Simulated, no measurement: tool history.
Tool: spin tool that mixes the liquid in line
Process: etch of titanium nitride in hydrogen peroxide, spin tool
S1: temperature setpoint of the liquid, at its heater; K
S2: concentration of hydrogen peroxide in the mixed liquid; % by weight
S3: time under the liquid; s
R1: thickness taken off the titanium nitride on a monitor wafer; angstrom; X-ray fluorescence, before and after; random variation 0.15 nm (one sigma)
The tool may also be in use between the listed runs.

run	hour	S1	S2	S3	R1
1	0.0	321.15	21.0	325	102.58
2	1.1	323.15	21.0	325	118.05
3	6.1	325.15	21.0	325	137.71
4	14.9	328.65	21.0	325	175.20
5	17.2	328.65	18.0	325	170.23
6	19.2	328.65	19.5	325	172.75

Run 7 comes next. What will it give?
7	21.1	329.65	19.5	325	?

R1: 184.63 angstrom

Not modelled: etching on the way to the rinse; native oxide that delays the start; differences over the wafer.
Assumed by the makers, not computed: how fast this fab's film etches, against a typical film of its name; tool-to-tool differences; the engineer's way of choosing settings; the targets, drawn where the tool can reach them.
